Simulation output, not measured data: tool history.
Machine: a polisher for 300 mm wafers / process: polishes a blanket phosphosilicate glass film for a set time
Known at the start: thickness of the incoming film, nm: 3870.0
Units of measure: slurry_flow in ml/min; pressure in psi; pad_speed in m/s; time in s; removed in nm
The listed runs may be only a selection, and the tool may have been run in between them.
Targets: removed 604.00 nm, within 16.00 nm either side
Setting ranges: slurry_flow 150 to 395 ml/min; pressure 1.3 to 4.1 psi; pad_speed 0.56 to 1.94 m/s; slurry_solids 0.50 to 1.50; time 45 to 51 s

| run | day | slurry_flow | pressure | pad_speed | slurry_solids | time | removed |
|---|---|---|---|---|---|---|---|
| 1 | 0.000 | 250 | 2.7 | 1.24 | 1.00 | 51 | 405.96 |
| 2 | 0.200 | 255 | 2.9 | 1.24 | 1.00 | 51 | 426.27 |
| 3 | 0.388 | 255 | 2.9 | 1.24 | 1.00 | 51 | 427.37 |
| 4 | 0.500 | 255 | 2.9 | 1.00 | 1.00 | 51 | 374.95 |
| 5 | 0.554 | 255 | 2.6 | 1.00 | 1.00 | 51 | 338.46 |
| 6 | 0.708 | 255 | 2.9 | 1.02 | 1.00 | 51 | 380.11 |
| 7 | 0.954 | 255 | 3.1 | 1.04 | 1.00 | 51 | 406.73 |
| 8 | 1.308 | 255 | 3.3 | 1.06 | 1.00 | 51 | 440.65 |
| 9 | 1.596 | 255 | 3.4 | 1.08 | 1.00 | 51 | 462.18 |
| 10 | 1.629 | 255 | 3.5 | 1.10 | 1.00 | 51 | 479.89 |
| 11 | 1.988 | 275 | 4.1 | 1.12 | 1.00 | 51 | 559.34 |

Which of these 5 next moves meets every target?
| A | 2.346 | 305 | 4.1 | 1.24 | 0.90 | 50 | ? |
| B | 2.346 | 255 | 4.1 | 1.10 | 1.05 | 50 | ? |
| C | 2.346 | 280 | 4.0 | 1.00 | 1.05 | 47 | ? |
| D | 2.346 | 280 | 4.1 | 0.98 | 1.25 | 51 | ? |
| E | 2.346 | 245 | 4.1 | 1.30 | 1.00 | 47 | ? |

| move | removed |
|---|---|
| A | 552.32 |
| B | 559.59 |
| C | 486.79 |
| D | 590.25 |
| E | 567.16 |
A: further off than the last run
B: as far off as the last run
C: further off than the last run
D: meets every target
E: gains on the last run, yet a result remains outside its allowed miss
D is the move that brings every result within its allowed miss.
